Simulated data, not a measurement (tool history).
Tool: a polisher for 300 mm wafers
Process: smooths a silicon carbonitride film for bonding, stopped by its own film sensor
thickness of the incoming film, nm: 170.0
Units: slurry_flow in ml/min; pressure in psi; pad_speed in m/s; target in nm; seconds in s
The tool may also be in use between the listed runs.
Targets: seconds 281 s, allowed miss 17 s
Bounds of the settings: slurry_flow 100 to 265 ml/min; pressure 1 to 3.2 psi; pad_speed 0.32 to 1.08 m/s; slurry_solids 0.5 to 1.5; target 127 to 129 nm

{"run": 1, "day": 0.0, "slurry_flow": 170, "pressure": 2.1, "pad_speed": 0.7, "slurry_solids": 1, "target": 129, "seconds": 188.46}
{"run": 2, "day": 0.138, "slurry_flow": 170, "pressure": 2.1, "pad_speed": 0.7, "slurry_solids": 1, "target": 129, "seconds": 192.89}
{"run": 3, "day": 0.296, "slurry_flow": 170, "pressure": 2.5, "pad_speed": 0.7, "slurry_solids": 1, "target": 129, "seconds": 162.86}
{"run": 4, "day": 0.638, "slurry_flow": 170, "pressure": 2.2, "pad_speed": 0.68, "slurry_solids": 1, "target": 129, "seconds": 182.26}
{"run": 5, "day": 0.921, "slurry_flow": 170, "pressure": 2, "pad_speed": 0.66, "slurry_solids": 1, "target": 129, "seconds": 212.09}
{"run": 6, "day": 1.129, "slurry_flow": 170, "pressure": 1.9, "pad_speed": 0.66, "slurry_solids": 1, "target": 129, "seconds": 220.01}
{"run": 7, "day": 1.179, "slurry_flow": 170, "pressure": 1.8, "pad_speed": 0.66, "slurry_solids": 1, "target": 129, "seconds": 227.07}
{"run": 8, "day": 1.392, "slurry_flow": 170, "pressure": 1.7, "pad_speed": 0.66, "slurry_solids": 1, "target": 129, "seconds": 243.94}
{"run": 9, "day": 1.458, "slurry_flow": 170, "pressure": 1.6, "pad_speed": 0.66, "slurry_solids": 1, "target": 129, "seconds": 251.19}

Which of these 5 next moves meets every target?
{"run": "A", "day": 1.525, "slurry_flow": 145, "pressure": 1.6, "pad_speed": 0.6, "slurry_solids": 1.1, "target": 127, "seconds": "?"}
{"run": "B", "day": 1.525, "slurry_flow": 195, "pressure": 1.7, "pad_speed": 0.68, "slurry_solids": 1, "target": 129, "seconds": "?"}
{"run": "C", "day": 1.525, "slurry_flow": 100, "pressure": 2.1, "pad_speed": 0.44, "slurry_solids": 0.8, "target": 129, "seconds": "?"}
{"run": "D", "day": 1.525, "slurry_flow": 125, "pressure": 1.5, "pad_speed": 0.78, "slurry_solids": 0.7, "target": 127, "seconds": "?"}
{"run": "E", "day": 1.525, "slurry_flow": 195, "pressure": 1.6, "pad_speed": 0.8, "slurry_solids": 1.15, "target": 128, "seconds": "?"}

move=A seconds=285.02
move=B seconds=236.95
move=C seconds=322.95
move=D seconds=337.58
move=E seconds=215.81
A: meets every target
B: further off than the last run
C: takes the result that was furthest off past its target
D: takes the result that was furthest off past its target
E: further off than the last run
Answer: A

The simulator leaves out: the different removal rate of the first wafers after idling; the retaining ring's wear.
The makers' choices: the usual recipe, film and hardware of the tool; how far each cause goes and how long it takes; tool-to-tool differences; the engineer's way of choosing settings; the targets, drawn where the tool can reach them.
